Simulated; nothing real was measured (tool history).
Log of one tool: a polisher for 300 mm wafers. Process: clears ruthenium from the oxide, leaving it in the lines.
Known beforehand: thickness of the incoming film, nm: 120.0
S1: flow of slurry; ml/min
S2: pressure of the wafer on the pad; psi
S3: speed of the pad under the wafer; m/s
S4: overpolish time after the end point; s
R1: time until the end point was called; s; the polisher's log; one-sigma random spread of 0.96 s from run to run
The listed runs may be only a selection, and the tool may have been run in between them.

{"run": 1, "hour": 0.0, "S1": 120, "S2": 2.2, "S3": 1.16, "S4": 8, "R1": 81.882}
{"run": 2, "hour": 1.0, "S1": 120, "S2": 2.2, "S3": 0.94, "S4": 8, "R1": 99.734}
{"run": 3, "hour": 2.9, "S1": 120, "S2": 2.4, "S3": 0.96, "S4": 8, "R1": 88.887}
{"run": 4, "hour": 7.0, "S1": 120, "S2": 2.6, "S3": 0.96, "S4": 8, "R1": 84.672}
{"run": 5, "hour": 13.3, "S1": 120, "S2": 2.6, "S3": 0.96, "S4": 8, "R1": 82.844}
{"run": 6, "hour": 15.2, "S1": 100, "S2": 2.6, "S3": 0.96, "S4": 8, "R1": 90.442}
{"run": 7, "hour": 17.1, "S1": 110, "S2": 2.7, "S3": 0.96, "S4": 8, "R1": 82.182}
{"run": 8, "hour": 22.0, "S1": 115, "S2": 2.8, "S3": 0.96, "S4": 8, "R1": 79.226}

What does the tool deliver on the next run?
{"run": 9, "hour": 24.4, "S1": 120, "S2": 2.9, "S3": 0.96, "S4": 8, "R1": "?"}

For run 9 the tool returned R1 75.215 s.
